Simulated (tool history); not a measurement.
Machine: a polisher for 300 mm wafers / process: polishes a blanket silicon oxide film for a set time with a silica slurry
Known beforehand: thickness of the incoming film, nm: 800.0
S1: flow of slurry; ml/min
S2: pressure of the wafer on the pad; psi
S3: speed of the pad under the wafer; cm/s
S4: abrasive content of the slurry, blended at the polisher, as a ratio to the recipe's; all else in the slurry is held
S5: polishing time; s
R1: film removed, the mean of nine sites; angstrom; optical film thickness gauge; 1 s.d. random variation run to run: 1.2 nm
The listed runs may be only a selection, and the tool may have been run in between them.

{"run": 1, "hour": 0.0, "S1": 165, "S2": 3.7, "S3": 136, "S4": 1.0, "S5": 20, "R1": 627.35}
{"run": 2, "hour": 5.5, "S1": 165, "S2": 3.7, "S3": 136, "S4": 1.0, "S5": 18, "R1": 581.93}
{"run": 3, "hour": 7.2, "S1": 165, "S2": 4.4, "S3": 136, "S4": 1.0, "S5": 18, "R1": 669.54}
{"run": 4, "hour": 13.1, "S1": 170, "S2": 4.7, "S3": 146, "S4": 1.0, "S5": 18, "R1": 770.17}
{"run": 5, "hour": 17.0, "S1": 170, "S2": 4.7, "S3": 122, "S4": 1.0, "S5": 18, "R1": 679.67}
{"run": 6, "hour": 21.3, "S1": 170, "S2": 4.7, "S3": 122, "S4": 1.1, "S5": 18, "R1": 706.57}
{"run": 7, "hour": 23.4, "S1": 175, "S2": 5.0, "S3": 132, "S4": 1.1, "S5": 18, "R1": 805.93}
{"run": 8, "hour": 24.2, "S1": 180, "S2": 5.2, "S3": 138, "S4": 1.1, "S5": 18, "R1": 875.87}
{"run": 9, "hour": 31.7, "S1": 185, "S2": 5.3, "S3": 142, "S4": 1.1, "S5": 18, "R1": 912.64}
{"run": 10, "hour": 34.9, "S1": 185, "S2": 5.4, "S3": 148, "S4": 1.1, "S5": 18, "R1": 975.94}
{"run": 11, "hour": 40.1, "S1": 190, "S2": 5.5, "S3": 150, "S4": 1.1, "S5": 18, "R1": 983.07}

Expected results for the next run?
{"run": 12, "hour": 43.3, "S1": 190, "S2": 5.6, "S3": 154, "S4": 1.1, "S5": 18, "R1": "?"}

{"run 12": {"R1": 1020.8}}

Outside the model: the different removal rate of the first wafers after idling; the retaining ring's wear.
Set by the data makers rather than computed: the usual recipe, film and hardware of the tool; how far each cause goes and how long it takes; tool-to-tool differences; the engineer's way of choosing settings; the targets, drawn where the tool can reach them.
